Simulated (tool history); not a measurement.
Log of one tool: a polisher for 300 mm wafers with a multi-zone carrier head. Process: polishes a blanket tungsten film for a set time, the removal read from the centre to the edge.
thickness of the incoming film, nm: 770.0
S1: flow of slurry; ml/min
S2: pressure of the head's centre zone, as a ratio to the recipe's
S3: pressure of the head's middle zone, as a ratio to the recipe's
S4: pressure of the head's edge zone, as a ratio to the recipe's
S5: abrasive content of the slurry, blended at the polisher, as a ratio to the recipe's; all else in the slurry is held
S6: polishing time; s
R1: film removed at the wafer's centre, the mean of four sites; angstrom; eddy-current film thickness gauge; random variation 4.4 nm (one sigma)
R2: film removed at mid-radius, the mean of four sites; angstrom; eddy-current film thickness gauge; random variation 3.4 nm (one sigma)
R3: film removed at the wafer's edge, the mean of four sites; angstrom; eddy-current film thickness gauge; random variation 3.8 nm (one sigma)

run  hour   S1    S2    S3    S4    S5  S6      R1      R2      R3
  1     0  295     1     1     1     1  71  2299.7  2174.2    2223
  2   2.6  295  1.03  1.03  1.02  1.15  72  2461.9  2412.7  2422.9
  3   7.6  300  1.07  1.04  1.02   1.2  72  2661.1  2380.4  2506.5
  4  13.1  300  1.07  1.04  1.05   1.2  72  2600.2  2375.4  2482.7
  5  19.2  250  1.07  1.04  1.05   1.2  72    2606  2403.2  2434.2
  6  23.3  185  1.07  1.04  1.05   1.2  72    2462  2310.8  2449.6

Forecast run 7:
  7  27.6  205  1.1  1.07  1.04  1.25  72   ?   ?   ?

Run 7 gave R1 2688.1 angstrom, R2 2417.9 angstrom, R3 2418.2 angstrom.

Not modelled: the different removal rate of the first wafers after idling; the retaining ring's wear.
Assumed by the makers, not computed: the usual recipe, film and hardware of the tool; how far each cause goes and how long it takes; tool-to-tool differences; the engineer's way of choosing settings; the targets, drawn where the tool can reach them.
